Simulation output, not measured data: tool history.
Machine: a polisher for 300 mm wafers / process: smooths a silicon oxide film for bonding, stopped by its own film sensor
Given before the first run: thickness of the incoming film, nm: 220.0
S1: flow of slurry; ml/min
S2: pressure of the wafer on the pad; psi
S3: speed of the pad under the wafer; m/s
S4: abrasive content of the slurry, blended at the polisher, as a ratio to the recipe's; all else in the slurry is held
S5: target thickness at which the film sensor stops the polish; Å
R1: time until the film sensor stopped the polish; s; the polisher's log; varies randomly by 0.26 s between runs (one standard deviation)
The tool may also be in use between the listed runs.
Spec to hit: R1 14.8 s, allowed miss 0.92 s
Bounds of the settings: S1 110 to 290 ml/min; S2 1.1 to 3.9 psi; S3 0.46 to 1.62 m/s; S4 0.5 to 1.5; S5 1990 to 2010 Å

run 1 day=0 | S1=185 S2=2.5 S3=1.04 S4=1 S5=1990 | R1=27.127
run 2 day=0.333 | S1=185 S2=2.5 S3=1.18 S4=1 S5=1990 | R1=25.471
run 3 day=0.471 | S1=185 S2=2.8 S3=1.18 S4=1 S5=1990 | R1=23.421
run 4 day=0.804 | S1=185 S2=2.9 S3=1.2 S4=1 S5=1990 | R1=22.059
run 5 day=0.95 | S1=185 S2=3 S3=1.22 S4=1 S5=1990 | R1=20.149
run 6 day=1.158 | S1=185 S2=2.6 S3=1.22 S4=1 S5=1990 | R1=24.049
run 7 day=1.475 | S1=185 S2=2.7 S3=1.24 S4=1 S5=1990 | R1=22.876
run 8 day=1.508 | S1=185 S2=2.8 S3=1.26 S4=1 S5=1990 | R1=21.744
run 9 day=1.617 | S1=185 S2=2.9 S3=1.26 S4=1 S5=1990 | R1=20.484
run 10 day=1.696 | S1=185 S2=3 S3=1.26 S4=1 S5=1990 | R1=20.001
run 11 day=2.05 | S1=185 S2=3.1 S3=1.26 S4=1 S5=1990 | R1=19.578
run 12 day=2.242 | S1=185 S2=3.2 S3=1.26 S4=1 S5=1990 | R1=19.074
run 13 day=2.367 | S1=185 S2=3.3 S3=1.26 S4=1 S5=1990 | R1=18.686
run 14 day=2.679 | S1=185 S2=3.4 S3=1.28 S4=1 S5=1990 | R1=17.337
run 15 day=2.742 | S1=185 S2=3.6 S3=1.3 S4=1 S5=1990 | R1=16.273

5 candidate next runs follow, results not yet known. Just one meets every target within its allowed miss. Identify it.
run A day=2.804 | S1=190 S2=3.9 S3=1.48 S4=1 S5=2000 | R1=?
run B day=2.804 | S1=170 S2=3.9 S3=1.34 S4=0.8 S5=2010 | R1=?
run C day=2.804 | S1=220 S2=3.5 S3=1.56 S4=1.05 S5=2010 | R1=?
run D day=2.804 | S1=170 S2=3.8 S3=1.22 S4=1.15 S5=1990 | R1=?
run E day=2.804 | S1=195 S2=3.7 S3=1.18 S4=1.05 S5=1990 | R1=?

move=A R1=13.316
move=B R1=17.498
move=C R1=12.686
move=D R1=14.987
move=E R1=16.66
A: carries the result that was furthest off beyond its target, to the other side
B: lands further from the targets than the last run did
C: carries the result that was furthest off beyond its target, to the other side
D: every result within its allowed miss
E: lands further from the targets than the last run did
Move D is the one to make.
